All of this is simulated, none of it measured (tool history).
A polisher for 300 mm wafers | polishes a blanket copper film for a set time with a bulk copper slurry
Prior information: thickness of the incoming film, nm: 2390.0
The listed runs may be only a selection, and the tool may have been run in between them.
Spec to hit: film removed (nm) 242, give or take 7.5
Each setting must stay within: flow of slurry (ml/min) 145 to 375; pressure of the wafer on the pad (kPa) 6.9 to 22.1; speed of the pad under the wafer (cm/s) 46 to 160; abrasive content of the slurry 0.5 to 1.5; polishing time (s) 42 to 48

run,hour,flow of slurry (ml/min),pressure of the wafer on the pad (kPa),speed of the pad under the wafer (cm/s),abrasive content of the slurry,polishing time (s),film removed (nm)
1,0,240,14.5,102,1,48,342.14
2,8.8,285,14.5,102,1,48,347.47
3,16.4,285,14.5,102,0.8,48,321.64
4,23.6,285,13.8,102,0.8,48,315.15
5,32.1,285,13.1,102,0.8,48,293.45
6,40.3,285,12.4,102,0.8,48,280.1
7,42.9,285,11.7,102,0.8,48,261.47
8,50.7,285,11,102,0.8,48,254.86

Pick the move, out of 5, that brings all results within their allowed miss; only one does.
A,58.5,295,11,106,0.95,46,?
B,58.5,240,11,98,0.7,47,?
C,58.5,375,10.3,100,0.95,47,?
D,58.5,280,11.7,108,0.85,46,?
E,58.5,300,11.7,106,0.85,45,?

move,film removed (nm)
A,256.04
B,218.55
C,237.8
D,266.48
E,257.96
A: lands further from the targets than the last run did
B: the result that was furthest off in the last run now lies on the other side of its target
C: in spec on every target
D: lands further from the targets than the last run did
E: lands further from the targets than the last run did
Correct choice: C, which meets every target

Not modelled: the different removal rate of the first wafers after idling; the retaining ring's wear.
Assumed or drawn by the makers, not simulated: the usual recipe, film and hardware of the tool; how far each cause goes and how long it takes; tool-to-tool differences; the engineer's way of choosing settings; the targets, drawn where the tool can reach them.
